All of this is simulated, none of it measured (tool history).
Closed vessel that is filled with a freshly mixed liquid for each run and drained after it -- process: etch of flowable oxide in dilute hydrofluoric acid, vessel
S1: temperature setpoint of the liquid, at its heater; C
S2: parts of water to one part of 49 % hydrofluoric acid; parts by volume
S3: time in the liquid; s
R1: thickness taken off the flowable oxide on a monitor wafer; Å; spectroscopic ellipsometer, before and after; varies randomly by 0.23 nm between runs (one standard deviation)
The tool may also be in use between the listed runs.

run    day    S1  S2  S3      R1
  1      0    20  45  30   143.4
  2  0.121    22  40  30  177.42
  3  0.317    22  25  30   291.7
  4  0.525  21.5  25  30  279.72
  5  0.896  21.5  35  30  202.73
  6  0.958  21.5  35  30   199.5
  7  1.117    23  35  30  209.22
     1.304  -- hydrofluoric acid flow meter replaced
  8  1.304    24  35  30  195.84

For run 9, what comes out?
  9  1.546  23.5  35  30   ?

R1: 197.35 Å
